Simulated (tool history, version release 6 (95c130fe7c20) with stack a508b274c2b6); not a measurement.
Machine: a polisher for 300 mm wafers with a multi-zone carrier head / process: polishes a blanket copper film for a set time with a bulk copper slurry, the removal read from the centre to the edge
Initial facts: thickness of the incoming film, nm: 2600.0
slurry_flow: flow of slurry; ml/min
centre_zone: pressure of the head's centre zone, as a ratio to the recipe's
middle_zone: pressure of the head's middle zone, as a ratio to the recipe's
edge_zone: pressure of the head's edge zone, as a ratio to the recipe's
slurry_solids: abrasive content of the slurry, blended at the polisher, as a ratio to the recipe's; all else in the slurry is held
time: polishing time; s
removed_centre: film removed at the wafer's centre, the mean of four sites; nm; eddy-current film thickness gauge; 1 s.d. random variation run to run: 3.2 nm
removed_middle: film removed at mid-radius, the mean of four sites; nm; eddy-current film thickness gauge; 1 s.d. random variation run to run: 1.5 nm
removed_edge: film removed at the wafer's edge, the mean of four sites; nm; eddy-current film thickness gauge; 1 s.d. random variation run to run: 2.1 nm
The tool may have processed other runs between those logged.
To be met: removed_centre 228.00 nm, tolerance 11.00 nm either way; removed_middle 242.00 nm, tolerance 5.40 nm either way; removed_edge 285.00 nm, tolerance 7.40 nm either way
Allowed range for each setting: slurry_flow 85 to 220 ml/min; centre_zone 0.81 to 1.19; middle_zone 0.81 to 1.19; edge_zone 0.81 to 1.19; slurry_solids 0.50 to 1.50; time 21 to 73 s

run,hour,slurry_flow,centre_zone,middle_zone,edge_zone,slurry_solids,time,removed_centre,removed_middle,removed_edge
1,0.0,140,1.00,1.00,1.00,1.00,47,363.97,370.05,392.25
2,2.9,140,1.07,1.00,1.00,1.00,47,389.24,369.46,390.23
3,7.0,155,1.07,1.00,1.00,1.00,47,406.36,377.89,397.76
4,8.9,155,1.07,1.00,1.00,1.00,56,484.16,454.53,479.52
5,13.9,150,1.05,0.98,0.99,0.95,54,450.11,415.88,450.35
6,21.8,175,1.05,0.98,0.99,0.95,54,453.55,434.35,458.13
7,30.6,170,1.03,0.97,0.98,0.90,53,438.87,414.83,439.96
8,37.7,165,1.01,0.96,0.98,0.85,51,397.19,385.00,420.76
9,39.6,160,0.99,0.95,0.97,0.80,50,378.21,372.93,401.79
10,46.5,155,0.97,0.94,0.96,0.75,49,346.34,350.94,380.47
11,51.4,155,0.97,0.94,0.96,0.75,49,349.94,346.48,376.62
# hour 53.1: slurry nozzle cleaned
12,53.1,150,0.95,0.93,0.95,0.70,49,370.54,365.45,389.91
13,53.6,150,0.94,0.93,0.96,0.70,47,349.02,351.81,374.57
14,56.2,155,0.93,0.92,0.98,0.70,45,332.55,332.69,369.73
15,63.5,155,0.92,0.91,0.98,0.70,44,320.41,327.79,354.21
16,71.5,150,0.91,0.90,0.99,0.70,43,305.55,315.72,350.12

Of the 4 settings listed for the next run, only one would bring every result within its allowed miss of target. Which one?
A,79.5,145,1.01,1.00,0.81,0.55,36,?,?,?
B,79.5,155,0.97,1.18,0.81,0.60,39,?,?,?
C,79.5,145,1.02,0.84,1.02,0.50,33,?,?,?
D,79.5,145,0.85,0.87,1.04,0.65,35,?,?,?

move,removed_centre,removed_middle,removed_edge
A,277.90,265.57,249.26
B,300.14,343.29,278.13
C,250.13,204.86,245.57
D,237.53,240.81,282.55
A: moves toward the targets from the last run without getting all of them in spec
B: moves away from the targets compared with the last run
C: carries the result that was furthest off beyond its target, to the other side
D: in spec on every target
The right move is D.
